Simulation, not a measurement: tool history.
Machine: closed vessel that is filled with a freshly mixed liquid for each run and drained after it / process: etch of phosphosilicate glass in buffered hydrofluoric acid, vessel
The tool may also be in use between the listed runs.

| run | hour | temperature setpoint of the liquid (C) | parts of 40 % ammonium fluoride to one part of 49 % hydrofluoric acid (parts by volume) | time in the liquid (s) | thickness taken off the phosphosilicate glass on a monitor wafer (nm) |
|---|---|---|---|---|---|
| 1 | 0.0 | 25.0 | 11.0 | 30 | 157.05 |
| 2 | 2.2 | 26.5 | 10.5 | 30 | 178.49 |
| 3 | 10.3 | 27.5 | 10.0 | 30 | 196.88 |
| 4 | 12.3 | 27.5 | 8.0 | 30 | 239.93 |
| 5 | 13.7 | 28.0 | 8.0 | 30 | 252.09 |
| 6 | 17.2 | 28.0 | 5.0 | 30 | 380.94 |
| 7 | 21.6 | 26.5 | 5.0 | 30 | 354.28 |
| 8 | 24.7 | 25.0 | 5.0 | 30 | 321.77 |
| 9 | 32.3 | 24.5 | 5.0 | 30 | 313.98 |
| 10 | 38.3 | 24.0 | 5.0 | 30 | 304.25 |
| 11 | 43.5 | 23.5 | 5.0 | 30 | 300.48 |
| 12 | 44.8 | 23.0 | 5.0 | 30 | 285.46 |

For run 13, what comes out?
| 13 | 51.4 | 22.5 | 5.0 | 30 | ? |

thickness taken off the phosphosilicate glass on a monitor wafer (nm): 280.39
